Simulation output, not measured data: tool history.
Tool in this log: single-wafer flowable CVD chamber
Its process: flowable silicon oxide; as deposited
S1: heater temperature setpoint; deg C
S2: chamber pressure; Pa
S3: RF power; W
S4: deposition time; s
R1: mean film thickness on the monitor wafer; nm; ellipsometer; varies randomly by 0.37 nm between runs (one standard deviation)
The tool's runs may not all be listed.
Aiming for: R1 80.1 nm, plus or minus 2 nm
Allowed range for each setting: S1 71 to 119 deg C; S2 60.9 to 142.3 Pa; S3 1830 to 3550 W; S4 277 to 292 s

{"run": 1, "day": 0.0, "S1": 95, "S2": 101.6, "S3": 2690, "S4": 292, "R1": 199.91}
{"run": 2, "day": 0.262, "S1": 98, "S2": 100.3, "S3": 2690, "S4": 292, "R1": 181.25}
{"run": 3, "day": 0.4, "S1": 98, "S2": 100.3, "S3": 2690, "S4": 277, "R1": 171.33}
{"run": 4, "day": 0.512, "S1": 101, "S2": 99.2, "S3": 2690, "S4": 277, "R1": 153.22}
{"run": 5, "day": 0.538, "S1": 101, "S2": 99.2, "S3": 2690, "S4": 292, "R1": 163.19}
{"run": 6, "day": 0.629, "S1": 101, "S2": 99.2, "S3": 2690, "S4": 277, "R1": 155.44}
{"run": 7, "day": 0.712, "S1": 103, "S2": 97.9, "S3": 2690, "S4": 277, "R1": 144.66}
{"run": 8, "day": 0.917, "S1": 105, "S2": 96.4, "S3": 2690, "S4": 277, "R1": 132.84}
{"run": 9, "day": 0.942, "S1": 107, "S2": 95.5, "S3": 2690, "S4": 277, "R1": 124.16}
{"run": 10, "day": 1.133, "S1": 109, "S2": 94.5, "S3": 2690, "S4": 277, "R1": 116.15}
{"run": 11, "day": 1.271, "S1": 110, "S2": 93.6, "S3": 2690, "S4": 277, "R1": 111.24}

Consider the 4 candidate settings below. Which is the only one whose results all fall within their allowed miss of target?
{"run": "A", "day": 1.408, "S1": 119, "S2": 104, "S3": 2785, "S4": 288, "R1": "?"}
{"run": "B", "day": 1.408, "S1": 109, "S2": 82.1, "S3": 2700, "S4": 277, "R1": "?"}
{"run": "C", "day": 1.408, "S1": 116, "S2": 79.1, "S3": 2755, "S4": 277, "R1": "?"}
{"run": "D", "day": 1.408, "S1": 98, "S2": 99.6, "S3": 2470, "S4": 277, "R1": "?"}

move=A R1=99.355
move=B R1=101.01
move=C R1=79.771
move=D R1=168.26
A: nearer than the last run, and not there yet
B: nearer than the last run, and not there yet
C: meets every target
D: moves away from the targets compared with the last run
Correct choice: C, which meets every target
